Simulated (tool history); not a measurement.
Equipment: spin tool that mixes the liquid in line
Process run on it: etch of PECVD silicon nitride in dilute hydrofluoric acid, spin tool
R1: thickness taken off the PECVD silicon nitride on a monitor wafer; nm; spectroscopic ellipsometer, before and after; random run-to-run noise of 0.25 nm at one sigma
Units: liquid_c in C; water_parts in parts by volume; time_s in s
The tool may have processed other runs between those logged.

run 1 day=0.000 | liquid_c=25.0 water_parts=120 time_s=255 | R1=11.466
run 2 day=0.108 | liquid_c=25.0 water_parts=120 time_s=255 | R1=11.604
run 3 day=0.246 | liquid_c=25.0 water_parts=120 time_s=255 | R1=11.430
run 4 day=0.412 | liquid_c=25.0 water_parts=120 time_s=255 | R1=11.558
run 5 day=0.600 | liquid_c=27.0 water_parts=120 time_s=255 | R1=13.093
run 6 day=0.862 | liquid_c=27.0 water_parts=85 time_s=255 | R1=18.549
run 7 day=1.233 | liquid_c=28.5 water_parts=85 time_s=255 | R1=20.402
run 8 day=1.325 | liquid_c=29.5 water_parts=85 time_s=255 | R1=21.775

What will run 9 give?
run 9 day=1.521 | liquid_c=30.0 water_parts=85 time_s=255 | R1=?

R1: 22.661 nm

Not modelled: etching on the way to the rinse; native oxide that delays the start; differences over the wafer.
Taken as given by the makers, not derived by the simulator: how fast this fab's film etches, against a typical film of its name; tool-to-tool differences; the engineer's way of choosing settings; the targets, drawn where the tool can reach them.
